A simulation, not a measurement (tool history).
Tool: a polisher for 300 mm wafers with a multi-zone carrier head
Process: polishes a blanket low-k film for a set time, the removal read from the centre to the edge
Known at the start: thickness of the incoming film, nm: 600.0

run  hour  flow of slurry (ml/min)  pressure of the head's centre zone  pressure of the head's middle zone  pressure of the head's edge zone  abrasive content of the slurry  polishing time (s)  film removed at the wafer's centre (angstrom)  film removed at mid-radius (angstrom)  film removed at the wafer's edge (angstrom)
  1     0                      245                                   1                                   1                                 1                               1                  54                                         256.99                                 252.47                                       257.98
  2   5.2                      245                                   1                                1.03                                 1                               1                  54                                         258.14                                 262.02                                       252.91
  3  12.8                      245                                   1                                1.03                                 1                               1                  60                                         285.96                                 288.84                                       282.21
  4  20.9                      245                                1.07                                1.03                                 1                               1                  60                                         313.47                                 288.57                                       286.52
  5  24.7                      280                                1.07                                1.03                                 1                               1                  60                                         317.43                                 291.62                                       284.38
  6  29.7                      275                                1.08                                1.05                              1.02                               1                  60                                         320.13                                 291.81                                       285.97
  7  36.6                      270                                1.08                                1.07                              1.03                            1.05                  60                                         321.54                                 308.09                                       286.97

Forecast run 8:
  8  44.9                      265                                1.09                                1.07                              1.04                             1.1                  60                                              ?                                      ?                                            ?

Run 8 gave film removed at the wafer's centre (angstrom) 332.18, film removed at mid-radius (angstrom) 311.28, film removed at the wafer's edge (angstrom) 306.02.

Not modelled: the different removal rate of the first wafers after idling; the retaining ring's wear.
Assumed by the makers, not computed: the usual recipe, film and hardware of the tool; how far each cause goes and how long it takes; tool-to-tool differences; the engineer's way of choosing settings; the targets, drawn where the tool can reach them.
